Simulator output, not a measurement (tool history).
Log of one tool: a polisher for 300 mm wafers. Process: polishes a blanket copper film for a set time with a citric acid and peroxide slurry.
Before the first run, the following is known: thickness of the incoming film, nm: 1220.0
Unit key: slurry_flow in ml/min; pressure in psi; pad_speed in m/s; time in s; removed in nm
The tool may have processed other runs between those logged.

run,hour,slurry_flow,pressure,pad_speed,slurry_solids,time,removed
1,0,315,3,1.18,1,71,172.26
2,5.9,315,2.5,1.14,1,71,139.3
3,13.9,315,2.5,1.38,1,71,169.12
4,16.9,315,2.8,1.38,1,71,186.14
5,21.5,315,3.3,1.38,1,71,216.52
6,22.2,360,3.3,1.38,1,71,221.14

Predict the results of run 7:
7,24.8,360,2.7,1.28,1,71,?

{"run 7": {"removed": 170.74}}
